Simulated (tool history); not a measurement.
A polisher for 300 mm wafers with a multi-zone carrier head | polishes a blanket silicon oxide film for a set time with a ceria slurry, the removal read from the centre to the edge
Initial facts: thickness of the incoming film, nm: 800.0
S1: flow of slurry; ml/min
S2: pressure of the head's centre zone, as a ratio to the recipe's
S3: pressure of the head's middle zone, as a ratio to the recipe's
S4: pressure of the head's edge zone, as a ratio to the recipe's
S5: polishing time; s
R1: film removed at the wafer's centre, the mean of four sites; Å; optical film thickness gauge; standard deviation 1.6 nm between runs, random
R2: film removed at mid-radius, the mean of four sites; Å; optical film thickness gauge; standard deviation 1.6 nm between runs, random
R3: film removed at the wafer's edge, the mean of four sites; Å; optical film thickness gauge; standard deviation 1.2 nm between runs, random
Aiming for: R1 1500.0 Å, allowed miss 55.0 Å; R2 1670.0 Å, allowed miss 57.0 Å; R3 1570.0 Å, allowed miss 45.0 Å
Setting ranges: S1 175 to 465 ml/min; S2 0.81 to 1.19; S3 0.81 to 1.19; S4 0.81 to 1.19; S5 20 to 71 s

run,hour,S1,S2,S3,S4,S5,R1,R2,R3
1,0.0,295,1.00,1.00,1.00,45,2512.5,2508.2,2511.7
2,2.7,295,1.00,0.92,1.00,45,2577.5,2399.0,2486.5
3,6.1,295,1.00,0.92,1.00,41,2296.1,2186.7,2310.8
4,7.0,295,1.00,0.92,1.06,41,2303.7,2123.3,2371.5
5,11.6,290,0.99,0.92,1.03,39,2177.9,2101.4,2201.8
6,16.7,290,0.99,0.96,1.03,39,2193.2,2143.2,2196.8
7,18.7,285,0.97,0.95,1.02,37,2029.1,1982.6,2069.7
8,26.1,285,0.97,0.95,1.02,37,2001.8,2022.1,2076.5
9,32.5,280,0.96,0.94,1.00,36,1931.7,1921.9,1989.3
10,39.7,275,0.95,0.94,0.98,36,1904.6,1959.5,1981.7
11,47.3,270,0.94,0.94,0.96,35,1843.5,1864.5,1900.9
12,50.0,265,0.93,0.94,0.94,34,1765.5,1832.9,1820.1

Pick the move, out of 5, that brings all results within their allowed miss; only one does.
A,52.7,260,0.96,0.95,0.94,31,?,?,?
B,52.7,310,0.88,0.97,0.85,30,?,?,?
C,52.7,180,0.98,0.95,0.81,30,?,?,?
D,52.7,285,0.97,1.07,0.83,31,?,?,?
E,52.7,265,0.97,1.09,0.84,31,?,?,?

move,R1,R2,R3
A,1657.7,1645.7,1654.3
B,1490.6,1637.1,1543.4
C,1584.9,1546.5,1464.0
D,1688.9,1799.6,1569.2
E,1679.1,1813.5,1570.8
A: closes in on the targets versus the last run, not all within tolerance yet
B: meets every target
C: pushes the last run's worst result past its target
D: brings the result that was furthest off to its target, and leaves another outside
E: brings the result that was furthest off to its target, and leaves another outside
Correct choice: B, which meets every target

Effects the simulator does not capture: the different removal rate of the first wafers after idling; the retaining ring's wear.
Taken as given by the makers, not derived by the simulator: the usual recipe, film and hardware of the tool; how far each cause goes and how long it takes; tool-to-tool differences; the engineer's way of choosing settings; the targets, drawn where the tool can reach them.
